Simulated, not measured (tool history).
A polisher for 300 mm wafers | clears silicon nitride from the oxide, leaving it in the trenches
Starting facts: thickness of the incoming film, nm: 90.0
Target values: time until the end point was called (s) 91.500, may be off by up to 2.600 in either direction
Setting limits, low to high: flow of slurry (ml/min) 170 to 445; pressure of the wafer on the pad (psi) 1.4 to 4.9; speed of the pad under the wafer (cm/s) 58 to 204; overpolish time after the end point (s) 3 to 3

run,hour,flow of slurry (ml/min),pressure of the wafer on the pad (psi),speed of the pad under the wafer (cm/s),overpolish time after the end point (s),time until the end point was called (s)
1,0.0,285,3.1,130,3,61.784
2,5.1,285,3.5,130,3,55.004
3,9.1,285,3.3,130,3,58.901
4,13.4,285,3.1,130,3,62.232
5,15.4,335,3.1,130,3,60.553
6,17.6,330,2.9,130,3,65.530
7,20.1,310,2.0,128,3,94.407
8,23.7,320,2.0,128,3,94.300

Exactly one of the 4 candidate moves below puts every result within its allowed miss. Which one?
A,27.3,365,2.0,130,3,?
B,27.3,360,1.7,138,3,?
C,27.3,315,1.7,144,3,?
D,27.3,310,2.4,102,3,?

move,time until the end point was called (s)
A,92.625
B,102.350
C,99.482
D,98.695
A: in spec on every target
B: further off than the last run
C: further off than the last run
D: further off than the last run
Move A is the one to make.
